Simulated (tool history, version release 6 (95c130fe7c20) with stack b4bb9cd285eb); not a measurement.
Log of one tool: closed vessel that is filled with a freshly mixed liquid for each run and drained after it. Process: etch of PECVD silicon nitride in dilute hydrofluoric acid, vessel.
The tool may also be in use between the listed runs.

run,day,temperature setpoint of the liquid (C),parts of water to one part of 49 % hydrofluoric acid (parts by volume),time in the liquid (s),thickness taken off the PECVD silicon nitride on a monitor wafer (Å)
1,0.000,21.0,60,1445,336.66
2,0.062,21.0,80,1445,256.15
3,0.279,23.0,80,1445,294.92
4,0.638,23.0,80,1540,313.86
5,0.783,24.0,80,1540,332.13
6,0.958,25.0,80,1540,355.20

Run 7 comes next. What will it give?
7,1.012,25.5,80,1540,?

{"run 7": {"thickness taken off the PECVD silicon nitride on a monitor wafer (Å)": 367.02}}

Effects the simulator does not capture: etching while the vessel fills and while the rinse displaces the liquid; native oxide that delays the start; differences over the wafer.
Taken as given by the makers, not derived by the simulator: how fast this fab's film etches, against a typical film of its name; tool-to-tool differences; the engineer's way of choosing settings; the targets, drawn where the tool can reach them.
